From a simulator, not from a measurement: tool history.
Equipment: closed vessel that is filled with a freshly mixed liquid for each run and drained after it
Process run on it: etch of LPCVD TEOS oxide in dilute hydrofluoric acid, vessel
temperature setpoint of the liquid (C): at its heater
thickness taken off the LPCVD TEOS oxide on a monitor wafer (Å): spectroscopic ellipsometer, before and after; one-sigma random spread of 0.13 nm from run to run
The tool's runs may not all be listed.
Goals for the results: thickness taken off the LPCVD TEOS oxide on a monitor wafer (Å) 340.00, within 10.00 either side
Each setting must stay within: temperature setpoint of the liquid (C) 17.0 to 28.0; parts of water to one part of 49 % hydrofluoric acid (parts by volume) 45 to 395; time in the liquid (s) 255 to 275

run  hour  temperature setpoint of the liquid (C)  parts of water to one part of 49 % hydrofluoric acid (parts by volume)  time in the liquid (s)  thickness taken off the LPCVD TEOS oxide on a monitor wafer (Å)
  1   0.0                                    20.0                                                                     220                     255                                                           216.41
  2   3.7                                    20.0                                                                     175                     255                                                           283.26
  3   9.8                                    20.0                                                                     175                     255                                                           284.76
  4  18.1                                    22.0                                                                     175                     255                                                           307.17
  5  23.4                                    22.0                                                                     215                     255                                                           239.57
  6  30.7                                    23.5                                                                     205                     255                                                           269.39
  7  39.4                                    24.5                                                                     200                     255                                                           285.98
  8  46.7                                    25.5                                                                     195                     255                                                           307.26
  9  53.5                                    26.0                                                                     195                     255                                                           311.31
 10  62.0                                    26.5                                                                     195                     255                                                           316.99
 11  68.1                                    27.0                                                                     195                     255                                                           323.00
 12  72.6                                    27.5                                                                     195                     255                                                           331.14

Which single option among these 4 for the next run brings every result within its allowed miss of target? Just one does.
  A  77.1                                    28.0                                                                     200                     265                                                                ?
  B  77.1                                    27.5                                                                     200                     255                                                                ?
  C  77.1                                    28.0                                                                     215                     275                                                                ?
  D  77.1                                    28.0                                                                     205                     255                                                                ?

move  thickness taken off the LPCVD TEOS oxide on a monitor wafer (Å)
   A                                                           336.34
   B                                                           317.97
   C                                                           319.06
   D                                                           313.91
A: every result lands within tolerance
B: lands further from the targets than the last run did
C: lands further from the targets than the last run did
D: lands further from the targets than the last run did
Go with A: it meets all targets.
